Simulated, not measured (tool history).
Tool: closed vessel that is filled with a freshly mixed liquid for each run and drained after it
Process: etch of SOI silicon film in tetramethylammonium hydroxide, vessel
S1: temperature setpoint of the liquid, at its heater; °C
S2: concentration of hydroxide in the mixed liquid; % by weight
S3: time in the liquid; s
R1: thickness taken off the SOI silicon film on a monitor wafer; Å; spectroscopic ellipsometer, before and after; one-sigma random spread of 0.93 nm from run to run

{"run": 1, "hour": 0.0, "S1": 68.0, "S2": 11.5, "S3": 30, "R1": 1790.7}
{"run": 2, "hour": 5.3, "S1": 73.5, "S2": 11.5, "S3": 30, "R1": 2492.9}
{"run": 3, "hour": 7.7, "S1": 69.0, "S2": 11.5, "S3": 30, "R1": 1920.5}
{"run": 4, "hour": 8.7, "S1": 69.0, "S2": 11.5, "S3": 30, "R1": 1922.7}
{"run": 5, "hour": 9.3, "S1": 69.0, "S2": 13.0, "S3": 30, "R1": 1833.8}
{"run": 6, "hour": 14.9, "S1": 66.5, "S2": 13.0, "S3": 30, "R1": 1564.4}
{"run": 7, "hour": 21.8, "S1": 65.0, "S2": 13.0, "S3": 30, "R1": 1440.4}
{"run": 8, "hour": 24.0, "S1": 64.0, "S2": 13.0, "S3": 30, "R1": 1347.2}

What does the tool deliver on the next run?
{"run": 9, "hour": 29.5, "S1": 63.0, "S2": 13.0, "S3": 30, "R1": "?"}

R1: 1280.1 Å
